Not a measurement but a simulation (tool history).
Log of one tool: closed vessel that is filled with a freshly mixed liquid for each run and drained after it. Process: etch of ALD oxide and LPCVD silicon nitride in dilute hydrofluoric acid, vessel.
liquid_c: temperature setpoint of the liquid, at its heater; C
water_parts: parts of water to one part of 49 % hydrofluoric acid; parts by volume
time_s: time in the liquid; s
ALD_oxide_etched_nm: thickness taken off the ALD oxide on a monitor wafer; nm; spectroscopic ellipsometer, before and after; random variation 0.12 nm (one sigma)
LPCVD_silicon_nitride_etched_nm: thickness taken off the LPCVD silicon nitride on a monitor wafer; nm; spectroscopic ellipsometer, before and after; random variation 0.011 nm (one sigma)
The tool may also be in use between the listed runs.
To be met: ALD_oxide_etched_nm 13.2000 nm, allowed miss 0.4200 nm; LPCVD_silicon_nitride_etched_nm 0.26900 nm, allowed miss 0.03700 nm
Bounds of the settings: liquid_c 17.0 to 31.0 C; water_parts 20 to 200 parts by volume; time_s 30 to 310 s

run    day  liquid_c  water_parts  time_s  ALD_oxide_etched_nm  LPCVD_silicon_nitride_etched_nm
  1  0.000      23.0          110     160              33.0210                          0.77958
  2  0.200      21.5          125     160              26.9470                          0.61618
  3  0.354      20.5          135     160              23.2830                          0.50977
  4  0.675      20.0          145     160              21.4160                          0.47970
     0.875  -- thermometer replaced
  5  0.875      19.5          155     160              18.4460                          0.39159
  6  1.217      19.5          120     160              24.5010                          0.46282
  7  1.262      19.0          135     160              21.3710                          0.43730
  8  1.596      19.0          135     160              21.1700                          0.44738

4 next moves are on the table. One of them brings every result within its allowed miss. Which?
  A  1.929      27.0          150     175                    ?                                ?
  B  1.929      17.5          155     125                    ?                                ?
  C  1.929      27.5          200      95                    ?                                ?
  D  1.929      23.0          200     100                    ?                                ?

move  ALD_oxide_etched_nm  LPCVD_silicon_nitride_etched_nm
   A              27.4690                          0.75612
   B              13.0550                          0.28080
   C              10.7300                          0.31714
   D               9.5854                          0.25196
A: further off than the last run
B: meets every target
C: takes the result that was furthest off past its target
D: takes the result that was furthest off past its target
Move B is the one to make.
